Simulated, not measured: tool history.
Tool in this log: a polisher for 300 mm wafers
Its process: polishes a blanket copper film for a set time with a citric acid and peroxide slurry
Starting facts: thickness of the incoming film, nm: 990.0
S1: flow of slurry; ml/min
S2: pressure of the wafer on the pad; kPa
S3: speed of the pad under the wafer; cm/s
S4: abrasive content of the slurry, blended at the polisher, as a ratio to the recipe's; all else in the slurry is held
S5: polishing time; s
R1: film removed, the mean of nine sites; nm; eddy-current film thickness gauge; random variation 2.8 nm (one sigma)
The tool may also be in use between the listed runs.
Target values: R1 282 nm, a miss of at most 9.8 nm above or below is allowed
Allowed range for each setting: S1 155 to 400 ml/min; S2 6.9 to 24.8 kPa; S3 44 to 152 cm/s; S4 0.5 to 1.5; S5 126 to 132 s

| run | hour | S1 | S2 | S3 | S4 | S5 | R1 |
|---|---|---|---|---|---|---|---|
| 1 | 0 | 255 | 15.9 | 98 | 1 | 126 | 196.59 |
| 2 | 3.7 | 255 | 17.9 | 98 | 1 | 126 | 213.14 |
| 3 | 8.9 | 255 | 17.9 | 98 | 1 | 126 | 213.57 |
| 4 | 16 | 255 | 17.9 | 98 | 1 | 126 | 209.52 |
| 5 | 22.1 | 255 | 17.9 | 78 | 1 | 126 | 171.63 |
| 6 | 29.6 | 255 | 17.9 | 62 | 1 | 126 | 134.88 |
| 7 | 37.8 | 255 | 20 | 72 | 1 | 126 | 171.73 |
| 8 | 44 | 255 | 21.4 | 78 | 1 | 126 | 193.83 |
| 9 | 48.1 | 255 | 22.8 | 84 | 1 | 126 | 216.99 |
| 10 | 51.9 | 255 | 23.4 | 88 | 1 | 126 | 225.19 |
| 11 | 58.6 | 255 | 24.1 | 94 | 1 | 126 | 252.66 |
| 12 | 59.3 | 255 | 24.1 | 96 | 1 | 126 | 254.52 |
| 13 | 65 | 255 | 24.1 | 98 | 1 | 126 | 263.13 |
| 14 | 67.2 | 255 | 24.1 | 100 | 1 | 126 | 268.89 |

Which single option among these 4 for the next run brings every result within its allowed miss of target? Just one does.
| A | 69.4 | 245 | 24.8 | 94 | 1.05 | 129 | ? |
| B | 69.4 | 340 | 24.8 | 86 | 1.2 | 126 | ? |
| C | 69.4 | 230 | 24.1 | 114 | 0.65 | 128 | ? |
| D | 69.4 | 235 | 24.1 | 96 | 0.95 | 127 | ? |

| move | R1 |
|---|---|
| A | 257.21 |
| B | 242.9 |
| C | 281.16 |
| D | 248.35 |
A: further off than the last run
B: further off than the last run
C: every result lands within tolerance
D: further off than the last run
So the answer is move C, the one that meets all the targets.
